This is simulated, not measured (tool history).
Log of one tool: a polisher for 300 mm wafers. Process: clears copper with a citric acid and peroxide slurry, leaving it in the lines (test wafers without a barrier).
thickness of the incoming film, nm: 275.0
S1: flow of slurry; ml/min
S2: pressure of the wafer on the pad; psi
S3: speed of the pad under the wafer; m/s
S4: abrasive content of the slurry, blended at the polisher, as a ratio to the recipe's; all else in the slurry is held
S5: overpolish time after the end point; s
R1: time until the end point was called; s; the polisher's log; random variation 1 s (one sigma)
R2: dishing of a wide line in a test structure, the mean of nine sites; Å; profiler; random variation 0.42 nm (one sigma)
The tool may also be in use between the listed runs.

run 1 day=0.000 | S1=250 S2=3.8 S3=1.24 S4=1.00 S5=16 | R1=83.017 R2=358.74
run 2 day=0.371 | S1=220 S2=3.8 S3=1.24 S4=1.00 S5=16 | R1=85.672 R2=356.17
run 3 day=0.567 | S1=275 S2=3.7 S3=1.34 S4=1.00 S5=13 | R1=82.642 R2=313.10
run 4 day=0.904 | S1=275 S2=3.4 S3=1.34 S4=1.00 S5=13 | R1=85.331 R2=303.22
run 5 day=0.962 | S1=275 S2=2.5 S3=1.34 S4=1.00 S5=13 | R1=110.840 R2=216.74
-- day=1.008 slurry blender recalibrated
run 6 day=1.008 | S1=275 S2=2.5 S3=1.34 S4=0.80 S5=13 | R1=107.930 R2=226.87
run 7 day=1.300 | S1=255 S2=2.7 S3=1.52 S4=1.00 S5=11 | R1=86.431 R2=243.16
run 8 day=1.571 | S1=255 S2=2.7 S3=1.52 S4=1.00 S5=11 | R1=87.541 R2=249.74
run 9 day=1.871 | S1=225 S2=2.6 S3=1.64 S4=1.15 S5=9 | R1=80.568 R2=219.09
run 10 day=2.204 | S1=200 S2=2.7 S3=1.74 S4=1.25 S5=8 | R1=73.421 R2=220.08
run 11 day=2.271 | S1=185 S2=2.8 S3=1.80 S4=1.35 S5=7 | R1=66.245 R2=210.15
run 12 day=2.542 | S1=175 S2=2.9 S3=1.84 S4=1.40 S5=6 | R1=63.765 R2=189.67
run 13 day=2.829 | S1=170 S2=3.1 S3=1.84 S4=1.45 S5=6 | R1=59.937 R2=204.09
run 14 day=3.083 | S1=165 S2=3.1 S3=1.88 S4=1.45 S5=6 | R1=58.201 R2=204.53
run 15 day=3.321 | S1=160 S2=3.2 S3=1.90 S4=1.45 S5=6 | R1=55.023 R2=209.28

The next listed run, before its measurement:
run 16 day=3.488 | S1=155 S2=3.2 S3=1.92 S4=1.45 S5=6 | R1=? R2=?

R1: 57.081 s
R2: 216.17 Å
